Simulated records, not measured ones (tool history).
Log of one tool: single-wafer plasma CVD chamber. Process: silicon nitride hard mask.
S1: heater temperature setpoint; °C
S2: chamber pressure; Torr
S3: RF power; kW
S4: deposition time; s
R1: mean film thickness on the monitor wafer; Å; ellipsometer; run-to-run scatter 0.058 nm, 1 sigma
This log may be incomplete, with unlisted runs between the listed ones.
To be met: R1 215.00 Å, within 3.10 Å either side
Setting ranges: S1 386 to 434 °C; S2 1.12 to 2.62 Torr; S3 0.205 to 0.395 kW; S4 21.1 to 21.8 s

run  hour   S1    S2     S3    S4      R1
  1   0.0  410  1.87  0.300  21.1  277.43
  2   5.1  410  1.79  0.290  21.1  266.66
  3  12.4  404  1.79  0.290  21.1  265.48
  4  21.3  404  1.79  0.245  21.1  232.61
     22.2  -- thermocouple changed; heater temperature recalibrated
  5  22.2  404  1.94  0.245  21.1  239.95
  6  25.9  404  1.94  0.245  21.8  246.95
  7  28.4  404  1.86  0.245  21.8  243.47
  8  34.3  404  1.79  0.245  21.8  241.28

Which single option among these 4 for the next run brings every result within its allowed miss of target? Just one does.
  A  40.2  417  1.99  0.250  21.8   ?
  B  40.2  399  2.12  0.215  21.4   ?
  C  40.2  405  1.42  0.300  21.8   ?
  D  40.2  405  1.98  0.215  21.1   ?

move      R1
   A  252.07
   B  222.77
   C  263.53
   D  214.95
A: further off than the last run
B: nearer than the last run, and not there yet
C: further off than the last run
D: every result lands within tolerance
Go with D: it meets all targets.
